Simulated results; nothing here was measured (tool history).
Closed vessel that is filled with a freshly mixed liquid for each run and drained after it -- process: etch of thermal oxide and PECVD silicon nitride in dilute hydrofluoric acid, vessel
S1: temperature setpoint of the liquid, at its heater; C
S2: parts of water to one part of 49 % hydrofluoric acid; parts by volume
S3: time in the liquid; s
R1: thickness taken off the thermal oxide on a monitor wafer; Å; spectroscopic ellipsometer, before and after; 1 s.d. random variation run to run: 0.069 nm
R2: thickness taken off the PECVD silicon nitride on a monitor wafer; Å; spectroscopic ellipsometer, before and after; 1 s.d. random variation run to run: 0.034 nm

{"run": 1, "day": 0.0, "S1": 23, "S2": 155, "S3": 310, "R1": 85.09, "R2": 30.829}
{"run": 2, "day": 0.321, "S1": 21.5, "S2": 155, "S3": 310, "R1": 78.859, "R2": 28.228}
{"run": 3, "day": 0.479, "S1": 23, "S2": 160, "S3": 315, "R1": 82.204, "R2": 30.754}
{"run": 4, "day": 0.617, "S1": 24, "S2": 160, "S3": 315, "R1": 84.984, "R2": 32.684}
{"run": 5, "day": 0.692, "S1": 24, "S2": 115, "S3": 315, "R1": 125.24, "R2": 44.312}
{"run": 6, "day": 0.762, "S1": 24.5, "S2": 125, "S3": 320, "R1": 117.39, "R2": 43.423}
{"run": 7, "day": 0.971, "S1": 25, "S2": 130, "S3": 325, "R1": 116.75, "R2": 43.326}
{"run": 8, "day": 1.321, "S1": 25.5, "S2": 140, "S3": 330, "R1": 109.02, "R2": 42.397}
{"run": 9, "day": 1.612, "S1": 26, "S2": 145, "S3": 335, "R1": 109.56, "R2": 43.177}
{"run": 10, "day": 1.896, "S1": 26.5, "S2": 150, "S3": 340, "R1": 110.42, "R2": 43.798}

What does the tool deliver on the next run?
{"run": 11, "day": 2.25, "S1": 30.5, "S2": 200, "S3": 365, "R1": "?", "R2": "?"}

R1: 95.248 Å
R2: 45.008 Å
